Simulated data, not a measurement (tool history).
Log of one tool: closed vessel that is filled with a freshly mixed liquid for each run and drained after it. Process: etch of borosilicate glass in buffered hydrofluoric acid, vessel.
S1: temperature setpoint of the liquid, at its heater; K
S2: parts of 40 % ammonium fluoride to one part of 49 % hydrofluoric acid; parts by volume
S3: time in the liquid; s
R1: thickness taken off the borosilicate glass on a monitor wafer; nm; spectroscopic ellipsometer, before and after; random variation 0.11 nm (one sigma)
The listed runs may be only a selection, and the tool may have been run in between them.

run	day	S1	S2	S3	R1
1	0.000	296.15	9.5	30	40.204
2	0.096	295.15	10.0	30	36.994
3	0.204	295.15	10.0	30	36.961
4	0.317	295.15	10.0	30	36.742
5	0.575	294.15	10.5	30	33.053
6	0.700	293.15	11.0	30	30.217
7	0.892	292.65	11.5	30	27.991

Run 8, settings as shown, results not yet in. Your forecast:
8	1.108	292.15	11.5	30	?

Run 8 produced R1 27.128 nm.
